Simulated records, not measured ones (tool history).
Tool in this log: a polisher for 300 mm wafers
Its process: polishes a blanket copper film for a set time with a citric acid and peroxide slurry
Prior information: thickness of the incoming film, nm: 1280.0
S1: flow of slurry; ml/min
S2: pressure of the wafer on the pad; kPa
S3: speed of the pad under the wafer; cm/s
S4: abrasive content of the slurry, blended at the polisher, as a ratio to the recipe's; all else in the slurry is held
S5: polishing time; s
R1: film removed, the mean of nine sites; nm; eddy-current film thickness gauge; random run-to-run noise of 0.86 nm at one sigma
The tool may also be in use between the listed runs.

run  hour   S1    S2   S3  S4  S5      R1
  1     0  255  26.2  106   1  54  192.03
  2   8.1  255  26.2  106   1  54  195.06
  3  16.7  255  23.4  104   1  54   168.6
  4  23.8  255  20.7  104   1  54  151.13
  5  26.1  255  23.4  104   1  54   170.3
  6  34.2  255    29  104   1  54  209.56
  7    35  255  25.5  102   1  54  184.92
  8  36.2  245  18.6   84   1  54  110.45
  9  42.7  240  18.6   84   1  54  111.76

What will run 10 give?
 10  50.7  240  17.9  84   1  54   ?

R1: 107.58 nm
